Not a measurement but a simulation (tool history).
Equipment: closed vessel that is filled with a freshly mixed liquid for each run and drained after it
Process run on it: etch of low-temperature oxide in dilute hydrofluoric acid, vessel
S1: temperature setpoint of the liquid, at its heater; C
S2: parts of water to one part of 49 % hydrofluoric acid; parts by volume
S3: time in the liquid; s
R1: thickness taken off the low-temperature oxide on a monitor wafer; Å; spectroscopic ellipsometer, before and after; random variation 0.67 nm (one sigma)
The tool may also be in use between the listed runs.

run 1 hour=0.0 | S1=24.0 S2=115 S3=190 | R1=172.19
run 2 hour=7.8 | S1=26.0 S2=95 S3=190 | R1=231.80
run 3 hour=15.4 | S1=26.0 S2=95 S3=190 | R1=226.94
run 4 hour=24.0 | S1=26.0 S2=70 S3=190 | R1=328.48
run 5 hour=32.8 | S1=26.0 S2=70 S3=190 | R1=322.80
run 6 hour=38.6 | S1=26.0 S2=70 S3=190 | R1=323.06
run 7 hour=43.1 | S1=27.0 S2=60 S3=190 | R1=404.09
run 8 hour=52.1 | S1=28.0 S2=55 S3=190 | R1=462.40
run 9 hour=53.6 | S1=32.0 S2=25 S3=190 | R1=1216.90
run 10 hour=59.0 | S1=28.0 S2=25 S3=190 | R1=1047.50

Run 11, settings as shown, results not yet in. Your forecast:
run 11 hour=61.5 | S1=26.5 S2=25 S3=190 | R1=?

{"run 11": {"R1": 981.05}}

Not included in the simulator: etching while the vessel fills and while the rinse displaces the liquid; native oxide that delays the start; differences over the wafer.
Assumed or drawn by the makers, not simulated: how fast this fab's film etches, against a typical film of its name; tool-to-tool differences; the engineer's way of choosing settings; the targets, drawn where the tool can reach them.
